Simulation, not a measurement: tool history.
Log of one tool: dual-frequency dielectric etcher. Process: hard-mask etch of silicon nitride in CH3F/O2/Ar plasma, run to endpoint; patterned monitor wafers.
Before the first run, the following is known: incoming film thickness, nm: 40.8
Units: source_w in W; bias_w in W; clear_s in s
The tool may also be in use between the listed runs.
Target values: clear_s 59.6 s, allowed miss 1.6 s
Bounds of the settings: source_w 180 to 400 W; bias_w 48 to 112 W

run	hour	source_w	bias_w	clear_s
1	0	290	80	67.81
2	2.2	290	75	70.037
3	9.8	300	77	68.705
4	14.4	310	80	66.542
5	18.2	320	81	65.222
6	19.9	320	69	69.747
7	25.5	330	72	67.614
8	33.8	340	74	65.8
9	37.6	350	75	64.548

Pick the move, out of 4, that brings all results within their allowed miss; only one does.
A	41.4	340	76	?
B	41.4	380	83	?
C	41.4	370	70	?
D	41.4	310	78	?

move	clear_s
A	64.946
B	59.749
C	64.989
D	66.707
A: lands further from the targets than the last run did
B: each result inside its tolerance
C: lands further from the targets than the last run did
D: lands further from the targets than the last run did
So the answer is move B, the one that meets all the targets.
